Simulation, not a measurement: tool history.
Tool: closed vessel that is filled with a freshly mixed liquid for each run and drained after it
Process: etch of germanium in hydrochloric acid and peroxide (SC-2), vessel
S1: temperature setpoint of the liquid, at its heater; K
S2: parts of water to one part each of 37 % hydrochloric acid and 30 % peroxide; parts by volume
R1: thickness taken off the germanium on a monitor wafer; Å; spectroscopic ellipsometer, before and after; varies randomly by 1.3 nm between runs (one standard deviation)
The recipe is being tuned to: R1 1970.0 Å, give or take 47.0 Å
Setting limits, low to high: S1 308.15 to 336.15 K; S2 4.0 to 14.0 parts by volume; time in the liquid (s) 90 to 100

run 1 hour=0.0 | S1=320.15 S2=7.5 time_in_the_liquid_(s)=90 | R1=1788.4
run 2 hour=8.1 | S1=320.65 S2=7.5 time_in_the_liquid_(s)=90 | R1=1783.6
run 3 hour=13.4 | S1=315.65 S2=7.5 time_in_the_liquid_(s)=90 | R1=1535.1
run 4 hour=20.3 | S1=315.65 S2=10.0 time_in_the_liquid_(s)=90 | R1=1503.4
run 5 hour=23.4 | S1=315.65 S2=10.0 time_in_the_liquid_(s)=90 | R1=1505.2
run 6 hour=32.1 | S1=315.65 S2=11.5 time_in_the_liquid_(s)=90 | R1=1497.6
run 7 hour=40.1 | S1=315.65 S2=11.5 time_in_the_liquid_(s)=90 | R1=1471.5
run 8 hour=45.3 | S1=317.65 S2=11.5 time_in_the_liquid_(s)=90 | R1=1578.4

4 candidate next runs follow, results not yet known. Just one meets every target within its allowed miss. Identify it.
run A hour=50.5 | S1=326.65 S2=14.0 time_in_the_liquid_(s)=100 | R1=?
run B hour=50.5 | S1=317.65 S2=11.0 time_in_the_liquid_(s)=100 | R1=?
run C hour=50.5 | S1=321.15 S2=12.0 time_in_the_liquid_(s)=100 | R1=?
run D hour=50.5 | S1=318.15 S2=11.0 time_in_the_liquid_(s)=100 | R1=?

move=A R1=2243.9
move=B R1=1742.8
move=C R1=1931.9
move=D R1=1771.4
A: the result that was furthest off in the last run now lies on the other side of its target
B: an improvement on the last run, though not all results are within tolerance
C: all results land within tolerance of their targets
D: an improvement on the last run, though not all results are within tolerance
Move C is the one to make.
